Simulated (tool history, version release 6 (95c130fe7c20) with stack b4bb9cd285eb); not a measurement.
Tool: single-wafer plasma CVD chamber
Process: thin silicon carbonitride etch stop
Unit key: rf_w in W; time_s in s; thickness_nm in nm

| run | hour | rf_w | time_s | thickness_nm |
|---|---|---|---|---|
| 1 | 0.0 | 155 | 24.5 | 12.508 |
| 2 | 2.9 | 175 | 24.5 | 12.957 |
| 3 | 9.7 | 175 | 23.3 | 12.311 |
| 4 | 14.2 | 160 | 23.3 | 11.977 |
| 5 | 20.7 | 155 | 22.4 | 11.481 |
| 6 | 22.0 | 140 | 22.4 | 11.135 |

For run 7, what comes out?
| 7 | 28.4 | 135 | 21.8 | ? |

Run 7 measured thickness_nm 10.758 nm.
